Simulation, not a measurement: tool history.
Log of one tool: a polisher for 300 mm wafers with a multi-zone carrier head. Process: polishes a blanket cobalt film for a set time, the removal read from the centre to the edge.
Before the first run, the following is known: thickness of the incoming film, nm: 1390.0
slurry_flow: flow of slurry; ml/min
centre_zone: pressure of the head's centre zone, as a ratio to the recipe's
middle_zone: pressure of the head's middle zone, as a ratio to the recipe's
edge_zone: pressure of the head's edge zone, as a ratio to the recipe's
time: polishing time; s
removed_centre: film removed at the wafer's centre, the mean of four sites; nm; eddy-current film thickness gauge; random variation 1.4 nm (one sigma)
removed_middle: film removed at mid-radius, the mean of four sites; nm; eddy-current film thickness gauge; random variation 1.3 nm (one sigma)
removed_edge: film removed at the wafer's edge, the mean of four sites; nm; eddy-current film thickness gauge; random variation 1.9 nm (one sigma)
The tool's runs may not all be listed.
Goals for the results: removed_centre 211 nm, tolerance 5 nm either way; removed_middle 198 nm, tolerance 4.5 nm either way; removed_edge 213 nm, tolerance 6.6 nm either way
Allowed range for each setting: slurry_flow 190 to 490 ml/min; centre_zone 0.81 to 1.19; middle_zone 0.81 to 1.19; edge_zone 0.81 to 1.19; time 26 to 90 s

| run | day | slurry_flow | centre_zone | middle_zone | edge_zone | time | removed_centre | removed_middle | removed_edge |
|---|---|---|---|---|---|---|---|---|---|
| 1 | 0 | 315 | 1 | 1 | 1 | 58 | 161.62 | 162.48 | 165.87 |
| 2 | 0.279 | 315 | 1 | 1 | 1 | 47 | 133.42 | 132.74 | 134.97 |
| 3 | 0.446 | 240 | 1 | 1 | 1 | 47 | 128.83 | 131.05 | 131.35 |
| 4 | 0.796 | 240 | 1 | 1 | 0.93 | 47 | 129.73 | 129.79 | 130.32 |
| 5 | 0.846 | 280 | 1.01 | 0.99 | 0.98 | 55 | 156.79 | 153.53 | 155.97 |
| 6 | 1.088 | 300 | 1.02 | 0.98 | 1.04 | 59 | 170 | 164.15 | 171.74 |
| 7 | 1.358 | 320 | 1.03 | 0.99 | 1.09 | 62 | 181.07 | 175.46 | 182.69 |
| 8 | 1.446 | 335 | 1.04 | 0.98 | 1.12 | 64 | 187.33 | 178.45 | 193.82 |
| 9 | 1.758 | 380 | 1.13 | 1.07 | 1.19 | 67 | 218.47 | 203.39 | 209.68 |

Exercise: of the 5 proposed moves below, exactly one satisfies all targets within the stated allowed misses. Which move is it?
| A | 2.071 | 350 | 0.97 | 0.95 | 1.19 | 72 | ? | ? | ? |
| B | 2.071 | 400 | 1.09 | 1.05 | 1.19 | 63 | ? | ? | ? |
| C | 2.071 | 385 | 0.95 | 0.86 | 1.19 | 72 | ? | ? | ? |
| D | 2.071 | 485 | 1.12 | 0.91 | 1.14 | 69 | ? | ? | ? |
| E | 2.071 | 465 | 1.07 | 1 | 1.19 | 68 | ? | ? | ? |

| move | removed_centre | removed_middle | removed_edge |
|---|---|---|---|
| A | 197.44 | 195.19 | 227.05 |
| B | 196.48 | 187.5 | 199.87 |
| C | 194.68 | 180.96 | 228.54 |
| D | 223.88 | 184.26 | 217.56 |
| E | 210.28 | 196.07 | 217.49 |
A: takes the biggest miss from the last run beyond its target
B: takes the biggest miss from the last run beyond its target
C: takes the biggest miss from the last run beyond its target
D: moves away from the targets compared with the last run
E: each result inside its tolerance
Answer: E

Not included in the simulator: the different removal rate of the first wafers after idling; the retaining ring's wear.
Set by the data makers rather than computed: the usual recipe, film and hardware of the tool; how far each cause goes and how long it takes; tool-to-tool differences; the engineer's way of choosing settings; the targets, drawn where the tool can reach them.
